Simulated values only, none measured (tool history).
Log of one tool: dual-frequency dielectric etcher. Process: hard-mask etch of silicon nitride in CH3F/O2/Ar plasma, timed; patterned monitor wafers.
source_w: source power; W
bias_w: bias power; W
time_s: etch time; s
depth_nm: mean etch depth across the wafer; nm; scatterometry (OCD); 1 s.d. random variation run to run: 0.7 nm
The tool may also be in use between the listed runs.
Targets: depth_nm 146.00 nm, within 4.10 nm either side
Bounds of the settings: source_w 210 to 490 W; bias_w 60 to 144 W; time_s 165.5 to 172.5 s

run,hour,source_w,bias_w,time_s,depth_nm
1,0.0,350,102,165.5,123.90
2,6.9,410,102,165.5,132.93
3,15.5,370,102,165.5,127.89
4,23.9,380,103,165.5,128.30
5,29.5,380,103,165.5,127.44
6,30.3,390,105,166.0,131.73
7,32.9,400,106,166.0,132.79
8,35.4,410,107,166.0,134.67
9,39.5,420,108,166.0,137.88
10,48.2,440,110,166.0,140.86

Exactly one of the 4 candidate moves below puts every result within its allowed miss. Which one?
A,56.9,490,119,171.0,?
B,56.9,430,105,168.5,?
C,56.9,420,114,172.0,?
D,56.9,480,135,167.0,?

move,depth_nm
A,155.80
B,139.69
C,144.39
D,156.52
A: takes the result that was furthest off past its target
B: lands further from the targets than the last run did
C: meets every target
D: takes the result that was furthest off past its target
Move C is the one to make.

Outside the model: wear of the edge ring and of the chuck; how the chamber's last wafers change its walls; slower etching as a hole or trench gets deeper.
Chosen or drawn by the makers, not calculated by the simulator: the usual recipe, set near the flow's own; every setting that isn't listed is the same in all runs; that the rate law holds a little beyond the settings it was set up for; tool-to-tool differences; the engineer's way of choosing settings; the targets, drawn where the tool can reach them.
